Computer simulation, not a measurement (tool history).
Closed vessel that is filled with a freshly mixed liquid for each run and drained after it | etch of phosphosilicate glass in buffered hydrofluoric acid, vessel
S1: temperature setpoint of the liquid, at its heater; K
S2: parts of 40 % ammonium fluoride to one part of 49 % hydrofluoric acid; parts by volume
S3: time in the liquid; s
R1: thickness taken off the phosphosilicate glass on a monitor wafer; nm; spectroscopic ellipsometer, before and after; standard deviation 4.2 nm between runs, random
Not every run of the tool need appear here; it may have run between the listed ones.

| run | hour | S1 | S2 | S3 | R1 |
|---|---|---|---|---|---|
| 1 | 0.0 | 294.15 | 7.5 | 95 | 978.02 |
| 2 | 3.6 | 294.15 | 9.0 | 95 | 798.61 |
| 3 | 12.9 | 290.65 | 9.0 | 95 | 650.69 |
| 4 | 14.2 | 292.15 | 9.0 | 95 | 708.12 |
| 5 | 20.4 | 292.15 | 11.0 | 95 | 600.15 |
| 6 | 22.3 | 292.15 | 11.0 | 95 | 600.06 |

Predict the results of run 7:
| 7 | 28.3 | 291.65 | 11.0 | 95 | ? |

{"run 7": {"R1": 583.54}}
